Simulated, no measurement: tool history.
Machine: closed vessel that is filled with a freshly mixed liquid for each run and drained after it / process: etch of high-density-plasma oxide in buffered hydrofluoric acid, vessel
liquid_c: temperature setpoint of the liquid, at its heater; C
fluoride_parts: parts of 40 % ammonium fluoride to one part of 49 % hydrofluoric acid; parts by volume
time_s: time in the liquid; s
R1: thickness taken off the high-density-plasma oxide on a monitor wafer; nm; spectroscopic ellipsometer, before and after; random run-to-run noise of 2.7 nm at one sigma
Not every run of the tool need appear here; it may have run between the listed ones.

Run 1, day 0: liquid_c 23 C, fluoride_parts 11 parts by volume, time_s 95 s. Result: R1 204.99 nm.
Run 2, day 0.138: liquid_c 24 C, fluoride_parts 11 parts by volume, time_s 95 s. Result: R1 217.66 nm.
Run 3, day 0.292: liquid_c 24 C, fluoride_parts 11 parts by volume, time_s 95 s. Result: R1 218.14 nm.
Run 4, day 0.546: liquid_c 24 C, fluoride_parts 11 parts by volume, time_s 100 s. Result: R1 231.65 nm.
Run 5, day 0.883: liquid_c 24 C, fluoride_parts 10 parts by volume, time_s 100 s. Result: R1 253.36 nm.
Run 6, day 1.112: liquid_c 24 C, fluoride_parts 10 parts by volume, time_s 95 s. Result: R1 234.44 nm.
Run 7, day 1.175: liquid_c 25 C, fluoride_parts 10 parts by volume, time_s 95 s. Result: R1 250.25 nm.

For run 8, what comes out?
Run 8, day 1.238: liquid_c 25.5 C, fluoride_parts 10 parts by volume, time_s 95 s. Result: R1 ?.

{"run 8": {"R1": 255.87}}

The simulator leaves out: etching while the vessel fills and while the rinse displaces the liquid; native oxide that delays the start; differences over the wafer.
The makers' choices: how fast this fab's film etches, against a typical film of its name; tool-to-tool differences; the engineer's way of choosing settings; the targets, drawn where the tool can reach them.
